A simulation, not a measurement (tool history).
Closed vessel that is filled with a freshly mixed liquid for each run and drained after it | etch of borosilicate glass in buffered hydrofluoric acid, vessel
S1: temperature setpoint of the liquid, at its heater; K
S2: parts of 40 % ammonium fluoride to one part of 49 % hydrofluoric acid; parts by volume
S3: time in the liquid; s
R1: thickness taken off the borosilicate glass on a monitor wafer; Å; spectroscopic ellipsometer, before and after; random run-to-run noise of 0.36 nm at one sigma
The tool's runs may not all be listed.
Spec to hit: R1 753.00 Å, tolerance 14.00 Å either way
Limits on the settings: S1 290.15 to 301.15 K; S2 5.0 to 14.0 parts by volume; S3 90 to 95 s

run,hour,S1,S2,S3,R1
1,0.0,293.15,8.5,90,1041.60
2,5.9,292.15,9.0,90,921.81
3,10.4,292.15,9.0,90,929.66
4,13.4,291.65,9.5,90,865.09
5,20.3,291.65,9.5,95,914.11
6,27.9,291.15,10.0,95,864.71
7,32.8,290.65,10.0,95,837.41
8,36.6,290.15,10.5,95,777.25
9,40.6,290.15,10.5,95,775.21

Below are 4 possible settings for the next run. Only one of them brings all results inside the allowed miss of their targets. Which is it?
A,44.6,290.65,10.5,90,?
B,44.6,292.65,11.5,95,?
C,44.6,290.65,10.5,95,?
D,44.6,291.15,11.0,95,?

move,R1
A,755.64
B,814.18
C,797.62
D,783.17
A: each result inside its tolerance
B: the biggest miss grows against the last run
C: the biggest miss grows against the last run
D: the biggest miss grows against the last run
Correct choice: A, which meets every target
